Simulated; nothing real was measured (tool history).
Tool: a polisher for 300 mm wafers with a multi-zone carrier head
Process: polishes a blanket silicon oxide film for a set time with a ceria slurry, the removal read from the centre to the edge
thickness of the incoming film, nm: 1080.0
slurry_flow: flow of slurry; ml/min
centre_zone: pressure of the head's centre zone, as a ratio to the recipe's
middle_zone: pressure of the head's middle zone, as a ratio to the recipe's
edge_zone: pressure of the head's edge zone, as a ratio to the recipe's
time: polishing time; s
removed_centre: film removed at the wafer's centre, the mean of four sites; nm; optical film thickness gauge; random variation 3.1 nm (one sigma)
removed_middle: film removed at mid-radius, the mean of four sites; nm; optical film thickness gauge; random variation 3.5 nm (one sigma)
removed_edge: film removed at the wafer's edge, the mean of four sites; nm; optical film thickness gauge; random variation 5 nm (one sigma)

Run 1, hour 0.0: slurry_flow 170 ml/min, centre_zone 1.00, middle_zone 1.00, edge_zone 1.00, time 83 s. Result: removed_centre 337.53 nm, removed_middle 333.01 nm, removed_edge 330.48 nm.
Run 2, hour 4.0: slurry_flow 150 ml/min, centre_zone 1.00, middle_zone 1.00, edge_zone 1.00, time 83 s. Result: removed_centre 323.04 nm, removed_middle 328.27 nm, removed_edge 316.41 nm.
Run 3, hour 5.6: slurry_flow 150 ml/min, centre_zone 1.00, middle_zone 1.04, edge_zone 1.00, time 83 s. Result: removed_centre 324.61 nm, removed_middle 330.52 nm, removed_edge 326.82 nm.
Run 4, hour 13.8: slurry_flow 165 ml/min, centre_zone 1.00, middle_zone 1.04, edge_zone 1.00, time 83 s. Result: removed_centre 337.50 nm, removed_middle 339.50 nm, removed_edge 330.58 nm.
Run 5, hour 21.0: slurry_flow 175 ml/min, centre_zone 1.00, middle_zone 1.05, edge_zone 1.01, time 83 s. Result: removed_centre 342.94 nm, removed_middle 349.64 nm, removed_edge 336.77 nm.
Run 6, hour 28.0: slurry_flow 175 ml/min, centre_zone 0.95, middle_zone 1.05, edge_zone 1.01, time 83 s. Result: removed_centre 326.06 nm, removed_middle 342.92 nm, removed_edge 332.49 nm.
Run 7, hour 34.2: slurry_flow 185 ml/min, centre_zone 0.96, middle_zone 1.05, edge_zone 1.02, time 83 s. Result: removed_centre 322.73 nm, removed_middle 346.97 nm, removed_edge 338.69 nm.
Run 8, hour 38.8: slurry_flow 190 ml/min, centre_zone 0.97, middle_zone 1.05, edge_zone 1.03, time 83 s. Result: removed_centre 331.14 nm, removed_middle 350.13 nm, removed_edge 343.59 nm.
Run 9, hour 42.6: slurry_flow 195 ml/min, centre_zone 0.98, middle_zone 1.05, edge_zone 1.03, time 83 s. Result: removed_centre 339.33 nm, removed_middle 345.85 nm, removed_edge 342.65 nm.
Run 10, hour 49.5: slurry_flow 200 ml/min, centre_zone 0.99, middle_zone 1.06, edge_zone 1.04, time 83 s. Result: removed_centre 340.35 nm, removed_middle 354.50 nm, removed_edge 332.26 nm.
Run 11, hour 54.9: slurry_flow 200 ml/min, centre_zone 0.99, middle_zone 1.05, edge_zone 1.03, time 84 s. Result: removed_centre 348.26 nm, removed_middle 355.58 nm, removed_edge 341.71 nm.
Run 12, hour 63.7: slurry_flow 205 ml/min, centre_zone 0.99, middle_zone 1.05, edge_zone 1.04, time 85 s. Result: removed_centre 358.59 nm, removed_middle 362.43 nm, removed_edge 348.41 nm.
Run 13, hour 71.9: slurry_flow 210 ml/min, centre_zone 0.99, middle_zone 1.05, edge_zone 1.05, time 86 s. Result: removed_centre 359.33 nm, removed_middle 368.13 nm, removed_edge 357.75 nm.
Run 14, hour 76.2: slurry_flow 215 ml/min, centre_zone 0.99, middle_zone 1.05, edge_zone 1.06, time 86 s. Result: removed_centre 354.59 nm, removed_middle 369.12 nm, removed_edge 361.64 nm.
Run 15, hour 83.9: slurry_flow 220 ml/min, centre_zone 1.00, middle_zone 1.05, edge_zone 1.06, time 87 s. Result: removed_centre 375.19 nm, removed_middle 377.82 nm, removed_edge 373.26 nm.
Run 16, hour 92.1: slurry_flow 225 ml/min, centre_zone 1.00, middle_zone 1.05, edge_zone 1.06, time 87 s. Result: removed_centre 370.62 nm, removed_middle 376.58 nm, removed_edge 364.76 nm.
Run 17, hour 93.1: slurry_flow 225 ml/min, centre_zone 1.00, middle_zone 1.05, edge_zone 1.07, time 87 s. Result: removed_centre 373.14 nm, removed_middle 383.00 nm, removed_edge 368.11 nm.

The next listed run, before its measurement:
Run 18, hour 99.4: slurry_flow 230 ml/min, centre_zone 1.00, middle_zone 1.04, edge_zone 1.07, time 87 s. Result: removed_centre ?, removed_middle ?, removed_edge ?.

removed_centre: 368.91 nm
removed_middle: 373.58 nm
removed_edge: 364.03 nm
